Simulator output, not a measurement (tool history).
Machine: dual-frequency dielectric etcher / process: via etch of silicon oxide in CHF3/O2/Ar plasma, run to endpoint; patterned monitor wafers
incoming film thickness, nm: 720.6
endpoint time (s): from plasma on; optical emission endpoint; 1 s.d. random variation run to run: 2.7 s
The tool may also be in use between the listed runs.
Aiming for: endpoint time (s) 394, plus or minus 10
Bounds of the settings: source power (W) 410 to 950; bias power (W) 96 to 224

{"run": 1, "hour": 0.0, "source power (W)": 680, "bias power (W)": 160, "endpoint time (s)": 351.31}
{"run": 2, "hour": 8.8, "source power (W)": 730, "bias power (W)": 160, "endpoint time (s)": 341.72}
{"run": 3, "hour": 15.1, "source power (W)": 690, "bias power (W)": 156, "endpoint time (s)": 355.66}
{"run": 4, "hour": 15.9, "source power (W)": 740, "bias power (W)": 156, "endpoint time (s)": 335.99}
{"run": 5, "hour": 21.2, "source power (W)": 740, "bias power (W)": 137, "endpoint time (s)": 357.38}
{"run": 6, "hour": 23.0, "source power (W)": 840, "bias power (W)": 137, "endpoint time (s)": 334.91}
{"run": 7, "hour": 25.8, "source power (W)": 790, "bias power (W)": 134, "endpoint time (s)": 344.54}
{"run": 8, "hour": 31.5, "source power (W)": 750, "bias power (W)": 131, "endpoint time (s)": 360.46}

Next run, 4 choices. One meets every target within its allowed miss, the rest don't. Which?
{"run": "A", "hour": 37.2, "source power (W)": 780, "bias power (W)": 143, "endpoint time (s)": "?"}
{"run": "B", "hour": 37.2, "source power (W)": 660, "bias power (W)": 118, "endpoint time (s)": "?"}
{"run": "C", "hour": 37.2, "source power (W)": 630, "bias power (W)": 105, "endpoint time (s)": "?"}
{"run": "D", "hour": 37.2, "source power (W)": 710, "bias power (W)": 122, "endpoint time (s)": "?"}

move=A endpoint_time_(s)=339.53
move=B endpoint_time_(s)=388.44
move=C endpoint_time_(s)=411.29
move=D endpoint_time_(s)=372.13
A: lands further from the targets than the last run did
B: hits every target within its allowed miss
C: the result that was furthest off in the last run now lies on the other side of its target
D: an improvement on the last run, though not all results are within tolerance
The move that meets every target is B.

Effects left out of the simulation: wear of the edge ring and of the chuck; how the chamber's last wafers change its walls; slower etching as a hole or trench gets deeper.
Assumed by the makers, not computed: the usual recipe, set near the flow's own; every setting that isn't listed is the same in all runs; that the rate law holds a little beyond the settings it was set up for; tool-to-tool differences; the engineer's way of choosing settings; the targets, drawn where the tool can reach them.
